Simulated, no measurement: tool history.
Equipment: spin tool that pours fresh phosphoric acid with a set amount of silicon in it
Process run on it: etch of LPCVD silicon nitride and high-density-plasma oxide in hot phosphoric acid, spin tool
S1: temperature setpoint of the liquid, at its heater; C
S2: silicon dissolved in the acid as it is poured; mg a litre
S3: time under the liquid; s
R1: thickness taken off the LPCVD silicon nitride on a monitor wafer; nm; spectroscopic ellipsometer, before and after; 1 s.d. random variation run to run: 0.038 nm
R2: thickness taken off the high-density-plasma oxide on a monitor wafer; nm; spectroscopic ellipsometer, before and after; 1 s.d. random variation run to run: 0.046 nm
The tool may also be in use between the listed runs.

run,hour,S1,S2,S3,R1,R2
1,0,161,9.5,85,7.6979,0.27142
2,9,162,11,90,8.4222,0.30848
3,11.9,162.5,12.5,95,9.0472,0.31111
4,16.6,164.5,12.5,95,9.6686,0.35118
5,18.9,164.5,12.5,120,12.256,0.46341
6,21.3,164.5,13.5,120,12.178,0.36229
7,25.1,164.5,13,120,12.173,0.45277

Run 8, settings as shown, results not yet in. Your forecast:
8,31.8,164.5,13.5,120,?,?

R1: 12.236 nm
R2: 0.41545 nm
